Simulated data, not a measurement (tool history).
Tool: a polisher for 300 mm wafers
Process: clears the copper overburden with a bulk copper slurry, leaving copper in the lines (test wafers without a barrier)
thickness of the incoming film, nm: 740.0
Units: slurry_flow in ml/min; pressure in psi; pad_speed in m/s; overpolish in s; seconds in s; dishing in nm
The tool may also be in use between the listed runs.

run 1 hour=0.0 | slurry_flow=215 pressure=3.3 pad_speed=1.38 slurry_solids=1.0 overpolish=17 | seconds=44.376 dishing=120.79
run 2 hour=8.2 | slurry_flow=215 pressure=3.6 pad_speed=1.40 slurry_solids=1.0 overpolish=15 | seconds=40.711 dishing=125.54
run 3 hour=16.0 | slurry_flow=215 pressure=3.8 pad_speed=1.44 slurry_solids=1.0 overpolish=13 | seconds=37.418 dishing=120.88
run 4 hour=16.9 | slurry_flow=215 pressure=4.0 pad_speed=1.46 slurry_solids=1.0 overpolish=12 | seconds=35.250 dishing=121.65
run 5 hour=22.3 | slurry_flow=215 pressure=4.3 pad_speed=1.46 slurry_solids=1.0 overpolish=12 | seconds=33.486 dishing=128.70
run 6 hour=25.8 | slurry_flow=215 pressure=5.0 pad_speed=1.46 slurry_solids=1.0 overpolish=12 | seconds=27.452 dishing=145.84

Run 7 comes next. What will it give?
run 7 hour=33.5 | slurry_flow=215 pressure=5.0 pad_speed=1.46 slurry_solids=1.0 overpolish=12 | seconds=? dishing=?

Run 7 gave seconds 27.622 s, dishing 146.84 nm.
